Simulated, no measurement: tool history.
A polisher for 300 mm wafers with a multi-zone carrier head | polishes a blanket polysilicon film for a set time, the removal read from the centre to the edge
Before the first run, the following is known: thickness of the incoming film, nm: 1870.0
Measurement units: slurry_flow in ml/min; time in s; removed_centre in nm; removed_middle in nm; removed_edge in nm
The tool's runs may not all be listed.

run	day	slurry_flow	centre_zone	middle_zone	edge_zone	time	removed_centre	removed_middle	removed_edge
1	0	150	1	1	1	58	322.63	317.21	327.42
2	0.321	150	1.06	1	1	58	343.2	320.47	326.37
3	0.596	145	1.02	1.01	0.97	55	312.45	306.68	305.64
4	0.725	145	1.02	0.95	0.97	55	311.36	284.42	301.05
5	0.958	175	1.02	0.95	0.97	55	326.74	298.83	304.15
6	1.308	175	1.02	0.95	1.02	55	326.41	299.56	313.9
7	1.354	170	0.98	0.96	0.99	52	292.42	284.17	290.39
8	1.65	130	0.88	0.97	0.89	45	213.54	235.31	234.83
9	1.775	130	0.88	0.98	0.88	45	213.23	236.35	232.6

What will run 10 give?
10	2.088	130	0.88	0.99	0.87	45	?	?	?

removed_centre: 210.74 nm
removed_middle: 236.1 nm
removed_edge: 227.64 nm

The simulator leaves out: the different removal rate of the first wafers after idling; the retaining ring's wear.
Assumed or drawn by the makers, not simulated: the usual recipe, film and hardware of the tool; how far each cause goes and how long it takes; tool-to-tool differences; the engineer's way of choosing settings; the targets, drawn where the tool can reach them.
